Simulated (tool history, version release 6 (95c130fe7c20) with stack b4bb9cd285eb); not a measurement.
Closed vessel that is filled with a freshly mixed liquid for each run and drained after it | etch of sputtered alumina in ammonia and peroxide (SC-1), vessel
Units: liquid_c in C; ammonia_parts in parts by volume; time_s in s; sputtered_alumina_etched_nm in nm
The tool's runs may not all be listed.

Run 1, hour 0: liquid_c 59 C, ammonia_parts 0.85 parts by volume, time_s 265 s. Result: sputtered_alumina_etched_nm 17.376 nm.
Run 2, hour 6.1: liquid_c 59 C, ammonia_parts 0.85 parts by volume, time_s 265 s. Result: sputtered_alumina_etched_nm 17.265 nm.
Run 3, hour 15.4: liquid_c 58.5 C, ammonia_parts 0.85 parts by volume, time_s 265 s. Result: sputtered_alumina_etched_nm 16.578 nm.
Run 4, hour 23.8: liquid_c 58.5 C, ammonia_parts 0.85 parts by volume, time_s 285 s. Result: sputtered_alumina_etched_nm 17.996 nm.
Run 5, hour 29.1: liquid_c 58 C, ammonia_parts 0.85 parts by volume, time_s 285 s. Result: sputtered_alumina_etched_nm 17.563 nm.
Run 6, hour 31.9: liquid_c 58 C, ammonia_parts 0.85 parts by volume, time_s 285 s. Result: sputtered_alumina_etched_nm 17.656 nm.

Forecast run 7:
Run 7, hour 33.1: liquid_c 57.5 C, ammonia_parts 0.85 parts by volume, time_s 285 s. Result: sputtered_alumina_etched_nm ?.

sputtered_alumina_etched_nm: 17.213 nm

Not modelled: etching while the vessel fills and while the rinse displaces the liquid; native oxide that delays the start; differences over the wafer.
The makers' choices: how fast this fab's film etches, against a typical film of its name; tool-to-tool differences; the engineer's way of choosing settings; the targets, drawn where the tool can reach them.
